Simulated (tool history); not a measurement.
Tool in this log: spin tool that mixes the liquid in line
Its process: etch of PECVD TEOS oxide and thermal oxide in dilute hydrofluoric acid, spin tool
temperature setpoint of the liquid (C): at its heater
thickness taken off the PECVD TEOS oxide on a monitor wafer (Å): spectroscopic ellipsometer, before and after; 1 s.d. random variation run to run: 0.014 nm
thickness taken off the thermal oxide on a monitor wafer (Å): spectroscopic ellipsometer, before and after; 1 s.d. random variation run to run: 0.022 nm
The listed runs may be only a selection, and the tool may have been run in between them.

run,hour,temperature setpoint of the liquid (C),parts of water to one part of 49 % hydrofluoric acid (parts by volume),time under the liquid (s),thickness taken off the PECVD TEOS oxide on a monitor wafer (Å),thickness taken off the thermal oxide on a monitor wafer (Å)
1,0,22,285,90,54.852,11.231
2,1.7,22,285,130,79.294,16.354
3,9,23,285,130,82.074,17.495
4,9.9,22,315,130,69.444,14.2
5,16.5,22,315,165,88.356,18.611
6,25.5,22,400,165,64.577,13.187
7,31.3,21,420,165,58.05,12.856
8,35.6,20.5,435,160,52.694,10.676
9,38.7,20,450,155,48.373,10.234
10,45.3,19.5,460,150,44.581,9.588
11,53.1,19.5,470,145,41.839,8.0227
12,61.3,19,475,145,40.588,7.9886

Run 13, settings as shown, results not yet in. Your forecast:
13,62.1,19.5,480,140,?,?

Run 13 measured thickness taken off the PECVD TEOS oxide on a monitor wafer (Å) 39.21, thickness taken off the thermal oxide on a monitor wafer (Å) 8.3393.
